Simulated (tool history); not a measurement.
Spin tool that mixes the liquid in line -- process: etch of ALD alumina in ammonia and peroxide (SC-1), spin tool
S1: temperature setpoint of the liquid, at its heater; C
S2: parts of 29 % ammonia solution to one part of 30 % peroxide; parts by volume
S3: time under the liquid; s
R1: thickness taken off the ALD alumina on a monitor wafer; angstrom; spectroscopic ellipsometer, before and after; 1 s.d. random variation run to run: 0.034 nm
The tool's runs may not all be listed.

Run 1, hour 0.0: S1 52.0 C, S2 0.50 parts by volume, S3 70 s. Result: R1 27.570 angstrom.
Run 2, hour 8.3: S1 52.0 C, S2 0.65 parts by volume, S3 70 s. Result: R1 28.654 angstrom.
Run 3, hour 12.4: S1 52.5 C, S2 0.65 parts by volume, S3 70 s. Result: R1 28.950 angstrom.
Run 4, hour 16.5: S1 52.5 C, S2 0.50 parts by volume, S3 70 s. Result: R1 28.535 angstrom.
Run 5, hour 18.3: S1 52.5 C, S2 0.65 parts by volume, S3 70 s. Result: R1 29.007 angstrom.
Run 6, hour 23.6: S1 53.0 C, S2 0.65 parts by volume, S3 70 s. Result: R1 29.750 angstrom.
Run 7, hour 24.8: S1 53.5 C, S2 0.65 parts by volume, S3 70 s. Result: R1 30.971 angstrom.

Estimate the outcome of run 8 from the log above:
At hour 28.1: ammonia flow meter replaced.
Run 8, hour 28.1: S1 54.0 C, S2 0.65 parts by volume, S3 70 s. Result: R1 ?.

{"run 8": {"R1": 31.53}}
